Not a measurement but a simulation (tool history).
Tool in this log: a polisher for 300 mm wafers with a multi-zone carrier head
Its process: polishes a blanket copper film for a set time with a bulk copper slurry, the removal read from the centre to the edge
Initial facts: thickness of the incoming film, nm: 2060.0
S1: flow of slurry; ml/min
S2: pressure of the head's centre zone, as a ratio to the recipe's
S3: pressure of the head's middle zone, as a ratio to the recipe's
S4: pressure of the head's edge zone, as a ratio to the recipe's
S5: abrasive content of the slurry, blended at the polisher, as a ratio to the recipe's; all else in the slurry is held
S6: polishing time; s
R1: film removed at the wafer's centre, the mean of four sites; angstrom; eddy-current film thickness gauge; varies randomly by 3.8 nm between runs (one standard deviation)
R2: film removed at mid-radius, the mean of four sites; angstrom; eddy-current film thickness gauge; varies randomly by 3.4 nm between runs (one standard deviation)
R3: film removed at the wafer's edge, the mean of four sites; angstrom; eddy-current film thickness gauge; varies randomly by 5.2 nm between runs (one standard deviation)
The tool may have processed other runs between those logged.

| run | day | S1 | S2 | S3 | S4 | S5 | S6 | R1 | R2 | R3 |
|---|---|---|---|---|---|---|---|---|---|---|
| 1 | 0 | 320 | 1 | 1 | 1 | 1 | 72 | 6495.7 | 6427.4 | 6420.1 |
| 2 | 0.096 | 320 | 1 | 0.92 | 1 | 1 | 72 | 6601 | 5897 | 6496.7 |
| 3 | 0.325 | 320 | 1.03 | 0.92 | 1 | 1 | 72 | 6663 | 5915.8 | 6535.3 |
| 4 | 0.562 | 320 | 1.03 | 0.92 | 1 | 0.8 | 72 | 6498 | 5762.5 | 6159.5 |
| 5 | 0.904 | 320 | 1.03 | 0.92 | 1.05 | 0.8 | 72 | 6437.2 | 5690.5 | 6324.6 |
| 6 | 1.092 | 310 | 0.96 | 0.93 | 1.05 | 0.7 | 65 | 5285.8 | 5062.6 | 5626 |
| 7 | 1.433 | 305 | 0.92 | 0.94 | 1.01 | 0.65 | 61 | 4766.5 | 4770.8 | 5071.5 |
| 8 | 1.567 | 295 | 0.89 | 0.94 | 1 | 0.6 | 58 | 4258.7 | 4388 | 4718.5 |
| 9 | 1.8 | 280 | 0.86 | 0.94 | 0.97 | 0.55 | 58 | 4011.6 | 4305.2 | 4692.4 |
| 10 | 2.042 | 295 | 0.85 | 0.95 | 0.95 | 0.55 | 56 | 3936.5 | 4216.9 | 4433.3 |

Forecast run 11:
| 11 | 2.354 | 290 | 0.84 | 0.95 | 0.93 | 0.55 | 56 | ? | ? | ? |

{"run 11": {"R1": 3809.3, "R2": 4284.8, "R3": 4493.9}}
